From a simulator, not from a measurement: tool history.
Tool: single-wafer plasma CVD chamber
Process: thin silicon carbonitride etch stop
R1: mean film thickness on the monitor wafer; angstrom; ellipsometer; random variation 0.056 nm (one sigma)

run 1 day=0 | RF_power_(W)=255 deposition_time_(s)=13.9 | R1=83.417
run 2 day=0.062 | RF_power_(W)=270 deposition_time_(s)=14.2 | R1=88.11
run 3 day=0.425 | RF_power_(W)=280 deposition_time_(s)=14.3 | R1=88.685
run 4 day=0.588 | RF_power_(W)=290 deposition_time_(s)=14.5 | R1=90.92
run 5 day=0.85 | RF_power_(W)=290 deposition_time_(s)=12.5 | R1=79.341
run 6 day=1.212 | RF_power_(W)=290 deposition_time_(s)=13.9 | R1=88.393

Run 7 comes next. What will it give?
run 7 day=1.308 | RF_power_(W)=300 deposition_time_(s)=14 | R1=?

{"run 7": {"R1": 88.618}}
